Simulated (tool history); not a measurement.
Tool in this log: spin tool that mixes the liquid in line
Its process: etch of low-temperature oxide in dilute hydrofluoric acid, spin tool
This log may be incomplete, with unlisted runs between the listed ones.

run,hour,temperature setpoint of the liquid (°C),parts of water to one part of 49 % hydrofluoric acid (parts by volume),time under the liquid (s),thickness taken off the low-temperature oxide on a monitor wafer (Å)
1,0,26,90,15,17.521
2,6.4,26,120,15,12.661
3,14.1,27.5,110,15,14.813
4,18,30,110,15,16.38
5,25.1,30.5,100,15,18.569
6,33.7,29,100,15,17.644
7,39.3,30,95,15,19.168
8,41.8,34,60,15,37.61
9,47.6,33.5,60,15,36.791

For run 10, what comes out?
10,55.5,33,60,15,?

Run 10 gave thickness taken off the low-temperature oxide on a monitor wafer (Å) 36.537.
